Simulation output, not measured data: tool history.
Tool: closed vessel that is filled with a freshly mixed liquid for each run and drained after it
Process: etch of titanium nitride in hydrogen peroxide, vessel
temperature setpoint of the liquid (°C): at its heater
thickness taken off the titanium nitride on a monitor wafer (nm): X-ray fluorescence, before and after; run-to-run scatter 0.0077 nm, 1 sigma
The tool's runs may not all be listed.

| run | day | temperature setpoint of the liquid (°C) | concentration of hydrogen peroxide in the mixed liquid (% by weight) | time in the liquid (s) | thickness taken off the titanium nitride on a monitor wafer (nm) |
|---|---|---|---|---|---|
| 1 | 0.000 | 54.0 | 25.5 | 50 | 1.7074 |
| 2 | 0.138 | 52.5 | 25.5 | 50 | 1.5262 |
| 3 | 0.179 | 55.0 | 25.5 | 50 | 1.8491 |
| 4 | 0.483 | 55.0 | 25.5 | 50 | 1.8433 |
| 5 | 0.542 | 55.0 | 27.5 | 50 | 1.8412 |
| 6 | 0.792 | 61.5 | 27.5 | 50 | 2.9105 |

Estimate the outcome of run 7 from the log above:
| 7 | 1.138 | 57.5 | 27.5 | 50 | ? |

{"run 7": {"thickness taken off the titanium nitride on a monitor wafer (nm)": 2.221}}
